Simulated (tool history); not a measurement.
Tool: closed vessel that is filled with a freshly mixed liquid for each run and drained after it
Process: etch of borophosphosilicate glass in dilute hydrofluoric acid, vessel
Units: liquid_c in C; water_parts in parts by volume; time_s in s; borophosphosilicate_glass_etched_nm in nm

run	hour	liquid_c	water_parts	time_s	borophosphosilicate_glass_etched_nm
1	0.0	26.0	95	100	28.828
2	3.3	28.0	85	100	36.297
3	10.6	29.5	85	100	37.626
4	15.3	27.5	85	100	35.262
5	18.7	27.5	85	110	38.792
6	20.5	29.0	80	110	43.393
7	22.3	30.5	75	110	49.539
8	25.4	31.5	75	110	50.741
9	33.6	32.0	70	110	56.917

Forecast run 10:
10	38.4	32.5	70	110	?

Run 10 gave borophosphosilicate_glass_etched_nm 58.247 nm.
